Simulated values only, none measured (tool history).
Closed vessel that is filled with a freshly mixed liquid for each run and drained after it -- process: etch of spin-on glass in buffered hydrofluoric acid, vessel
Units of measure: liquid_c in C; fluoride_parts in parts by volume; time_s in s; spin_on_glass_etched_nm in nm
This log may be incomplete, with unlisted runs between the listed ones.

run 1 day=0.000 | liquid_c=23.0 fluoride_parts=21.0 time_s=100 | spin_on_glass_etched_nm=155.33
run 2 day=0.088 | liquid_c=23.0 fluoride_parts=21.0 time_s=100 | spin_on_glass_etched_nm=154.10
run 3 day=0.162 | liquid_c=25.0 fluoride_parts=18.0 time_s=100 | spin_on_glass_etched_nm=201.95
run 4 day=0.192 | liquid_c=25.0 fluoride_parts=18.0 time_s=105 | spin_on_glass_etched_nm=209.29
run 5 day=0.275 | liquid_c=26.5 fluoride_parts=15.5 time_s=105 | spin_on_glass_etched_nm=264.46
run 6 day=0.425 | liquid_c=26.5 fluoride_parts=15.5 time_s=105 | spin_on_glass_etched_nm=263.91

Run 7 comes next. What will it give?
run 7 day=0.575 | liquid_c=27.5 fluoride_parts=14.0 time_s=105 | spin_on_glass_etched_nm=?

spin_on_glass_etched_nm: 306.09 nm
